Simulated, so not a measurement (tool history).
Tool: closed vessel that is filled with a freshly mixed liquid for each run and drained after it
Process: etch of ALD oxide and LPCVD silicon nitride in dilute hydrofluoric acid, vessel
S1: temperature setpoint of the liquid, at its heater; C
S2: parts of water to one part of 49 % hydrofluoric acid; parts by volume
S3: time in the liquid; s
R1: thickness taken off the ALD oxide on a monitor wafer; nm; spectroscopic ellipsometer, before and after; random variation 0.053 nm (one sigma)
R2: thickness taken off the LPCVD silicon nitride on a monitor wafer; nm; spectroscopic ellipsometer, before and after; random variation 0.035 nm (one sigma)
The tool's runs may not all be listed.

run	hour	S1	S2	S3	R1	R2
1	0	21	215	195	11.663	0.36565
2	5.6	19.5	215	195	11.023	0.34658
3	10.9	21	215	195	11.724	0.35458
4	13.7	22	215	195	12.092	0.40893
5	19.9	22	215	125	7.7415	0.25423
6	21.8	19.5	215	125	7.0548	0.22049
7	29.4	21	200	125	8.1686	0.23931
8	34.5	22	190	125	9.0084	0.28453
9	35.5	23	180	125	9.9783	0.32878
10	37.3	24	170	125	11.164	0.33786

The next listed run, before its measurement:
11	40.3	25	165	125	?	?

R1: 11.965 nm
R2: 0.41413 nm
